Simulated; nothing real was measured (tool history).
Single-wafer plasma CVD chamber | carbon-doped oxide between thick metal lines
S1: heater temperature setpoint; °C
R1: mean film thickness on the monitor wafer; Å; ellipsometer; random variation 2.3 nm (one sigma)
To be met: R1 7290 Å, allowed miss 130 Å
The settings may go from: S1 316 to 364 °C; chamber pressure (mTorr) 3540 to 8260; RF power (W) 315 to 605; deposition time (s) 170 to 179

{"run": 1, "hour": 0.0, "S1": 340, "chamber pressure (mTorr)": 5900, "RF power (W)": 460, "deposition time (s)": 179, "R1": 9336.6}
{"run": 2, "hour": 4.0, "S1": 340, "chamber pressure (mTorr)": 5900, "RF power (W)": 460, "deposition time (s)": 179, "R1": 9355.5}
{"run": 3, "hour": 4.7, "S1": 340, "chamber pressure (mTorr)": 5900, "RF power (W)": 420, "deposition time (s)": 179, "R1": 8487.4}
{"run": 4, "hour": 9.1, "S1": 343, "chamber pressure (mTorr)": 5490, "RF power (W)": 410, "deposition time (s)": 179, "R1": 8183}
{"run": 5, "hour": 16.5, "S1": 346, "chamber pressure (mTorr)": 5070, "RF power (W)": 405, "deposition time (s)": 179, "R1": 7941.7}
{"run": 6, "hour": 25.1, "S1": 346, "chamber pressure (mTorr)": 5070, "RF power (W)": 460, "deposition time (s)": 179, "R1": 9091.3}
{"run": 7, "hour": 28.3, "S1": 348, "chamber pressure (mTorr)": 4900, "RF power (W)": 435, "deposition time (s)": 179, "R1": 8497.7}
{"run": 8, "hour": 32.9, "S1": 348, "chamber pressure (mTorr)": 4900, "RF power (W)": 435, "deposition time (s)": 179, "R1": 8476.5}
{"run": 9, "hour": 37.5, "S1": 350, "chamber pressure (mTorr)": 4690, "RF power (W)": 420, "deposition time (s)": 179, "R1": 8118.3}
{"run": 10, "hour": 41.8, "S1": 352, "chamber pressure (mTorr)": 4510, "RF power (W)": 410, "deposition time (s)": 179, "R1": 7829}
{"run": 11, "hour": 45.7, "S1": 354, "chamber pressure (mTorr)": 4350, "RF power (W)": 405, "deposition time (s)": 179, "R1": 7620.8}
{"run": 12, "hour": 53.5, "S1": 356, "chamber pressure (mTorr)": 4250, "RF power (W)": 405, "deposition time (s)": 179, "R1": 7632.3}
{"run": 13, "hour": 56.1, "S1": 357, "chamber pressure (mTorr)": 4120, "RF power (W)": 400, "deposition time (s)": 179, "R1": 7429.6}

4 next moves are on the table. One of them brings every result within its allowed miss. Which?
{"run": "A", "hour": 58.7, "S1": 362, "chamber pressure (mTorr)": 4070, "RF power (W)": 400, "deposition time (s)": 176, "R1": "?"}
{"run": "B", "hour": 58.7, "S1": 353, "chamber pressure (mTorr)": 4440, "RF power (W)": 425, "deposition time (s)": 170, "R1": "?"}
{"run": "C", "hour": 58.7, "S1": 363, "chamber pressure (mTorr)": 4510, "RF power (W)": 405, "deposition time (s)": 179, "R1": "?"}
{"run": "D", "hour": 58.7, "S1": 352, "chamber pressure (mTorr)": 3890, "RF power (W)": 425, "deposition time (s)": 170, "R1": "?"}

move=A R1=7246.1
move=B R1=7697.7
move=C R1=7543.6
move=D R1=7607.7
A: meets every target
B: further off than the last run
C: further off than the last run
D: further off than the last run
Answer: A

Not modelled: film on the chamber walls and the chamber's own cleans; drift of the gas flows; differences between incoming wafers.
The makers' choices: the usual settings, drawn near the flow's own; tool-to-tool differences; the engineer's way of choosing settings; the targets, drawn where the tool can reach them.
